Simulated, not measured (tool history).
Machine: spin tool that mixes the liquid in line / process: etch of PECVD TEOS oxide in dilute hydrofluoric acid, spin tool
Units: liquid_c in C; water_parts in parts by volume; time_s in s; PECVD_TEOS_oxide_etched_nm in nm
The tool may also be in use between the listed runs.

run 1 hour=0 | liquid_c=20 water_parts=175 time_s=330 | PECVD_TEOS_oxide_etched_nm=31.52
run 2 hour=7.5 | liquid_c=22.5 water_parts=160 time_s=330 | PECVD_TEOS_oxide_etched_nm=38.347
run 3 hour=13.3 | liquid_c=22.5 water_parts=160 time_s=350 | PECVD_TEOS_oxide_etched_nm=40.813
run 4 hour=16.4 | liquid_c=24 water_parts=150 time_s=350 | PECVD_TEOS_oxide_etched_nm=46.64
run 5 hour=24 | liquid_c=24 water_parts=150 time_s=350 | PECVD_TEOS_oxide_etched_nm=45.998
run 6 hour=25.8 | liquid_c=24 water_parts=150 time_s=330 | PECVD_TEOS_oxide_etched_nm=44.091
run 7 hour=28.6 | liquid_c=25 water_parts=145 time_s=330 | PECVD_TEOS_oxide_etched_nm=46.722

Estimate the outcome of run 8 from the log above:
run 8 hour=30.8 | liquid_c=26 water_parts=140 time_s=330 | PECVD_TEOS_oxide_etched_nm=?

For run 8 the tool returned PECVD_TEOS_oxide_etched_nm 50.226 nm.

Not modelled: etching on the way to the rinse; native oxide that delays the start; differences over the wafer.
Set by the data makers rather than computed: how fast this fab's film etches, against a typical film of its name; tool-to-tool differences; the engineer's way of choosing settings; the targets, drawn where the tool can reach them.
